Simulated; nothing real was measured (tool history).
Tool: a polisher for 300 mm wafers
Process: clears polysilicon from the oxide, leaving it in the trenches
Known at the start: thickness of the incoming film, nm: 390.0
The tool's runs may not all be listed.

| run | hour | flow of slurry (ml/min) | pressure of the wafer on the pad (psi) | speed of the pad under the wafer (m/s) | overpolish time after the end point (s) | time until the end point was called (s) | dishing of a wide line in a test structure (Å) |
|---|---|---|---|---|---|---|---|
| 1 | 0.0 | 210 | 2.1 | 0.76 | 12 | 47.597 | 321.38 |
| 2 | 7.8 | 210 | 2.1 | 0.76 | 16 | 48.554 | 334.99 |
| 3 | 9.5 | 210 | 2.1 | 0.64 | 16 | 54.595 | 323.79 |
| 4 | 11.7 | 210 | 2.1 | 0.76 | 16 | 49.938 | 332.38 |
| 5 | 19.3 | 205 | 1.7 | 0.64 | 15 | 69.696 | 320.84 |
| 6 | 21.6 | 205 | 1.9 | 0.64 | 15 | 60.527 | 324.41 |
| 7 | 26.4 | 210 | 1.6 | 0.56 | 12 | 80.667 | 285.49 |
| 8 | 31.3 | 210 | 1.4 | 0.54 | 12 | 92.206 | 282.14 |

Forecast run 9:
| 9 | 37.1 | 210 | 1.3 | 0.54 | 12 | ? | ? |

time until the end point was called (s): 100.820
dishing of a wide line in a test structure (Å): 266.46
